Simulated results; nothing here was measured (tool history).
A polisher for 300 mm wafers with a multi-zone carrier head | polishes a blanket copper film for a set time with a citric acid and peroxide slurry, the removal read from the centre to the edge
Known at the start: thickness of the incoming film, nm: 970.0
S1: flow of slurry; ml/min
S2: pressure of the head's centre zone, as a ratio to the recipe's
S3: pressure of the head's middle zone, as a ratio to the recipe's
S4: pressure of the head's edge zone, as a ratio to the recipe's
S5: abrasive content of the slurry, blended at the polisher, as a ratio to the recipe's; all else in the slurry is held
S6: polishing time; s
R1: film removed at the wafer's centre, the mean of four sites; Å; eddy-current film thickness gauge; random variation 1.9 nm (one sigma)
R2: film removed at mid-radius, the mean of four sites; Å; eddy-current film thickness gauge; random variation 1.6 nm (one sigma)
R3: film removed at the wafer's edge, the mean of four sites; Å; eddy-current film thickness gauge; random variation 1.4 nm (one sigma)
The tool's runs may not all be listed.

run 1 hour=0 | S1=230 S2=1 S3=1 S4=1 S5=1 S6=41 | R1=1288.4 R2=1303.6 R3=1277.2
run 2 hour=3.5 | S1=235 S2=1.01 S3=1.01 S4=1.03 S5=1.05 S6=41 | R1=1302.4 R2=1336.2 R3=1317.1
run 3 hour=5.5 | S1=235 S2=1.01 S3=1.01 S4=1.03 S5=1.05 S6=48 | R1=1542.5 R2=1598.5 R3=1536
run 4 hour=9.9 | S1=230 S2=1.01 S3=1 S4=1.03 S5=1.05 S6=48 | R1=1543.9 R2=1551.4 R3=1512.1
run 5 hour=13.6 | S1=230 S2=1.01 S3=1 S4=1.03 S5=1.15 S6=48 | R1=1576.3 R2=1587.2 R3=1564.8
run 6 hour=20 | S1=225 S2=1 S3=0.99 S4=1.03 S5=1.15 S6=48 | R1=1562.4 R2=1572.8 R3=1574.8

The next listed run, before its measurement:
run 7 hour=22.4 | S1=220 S2=1 S3=0.98 S4=1.02 S5=1.15 S6=48 | R1=? R2=? R3=?

R1: 1549.8 Å
R2: 1526.4 Å
R3: 1528.4 Å

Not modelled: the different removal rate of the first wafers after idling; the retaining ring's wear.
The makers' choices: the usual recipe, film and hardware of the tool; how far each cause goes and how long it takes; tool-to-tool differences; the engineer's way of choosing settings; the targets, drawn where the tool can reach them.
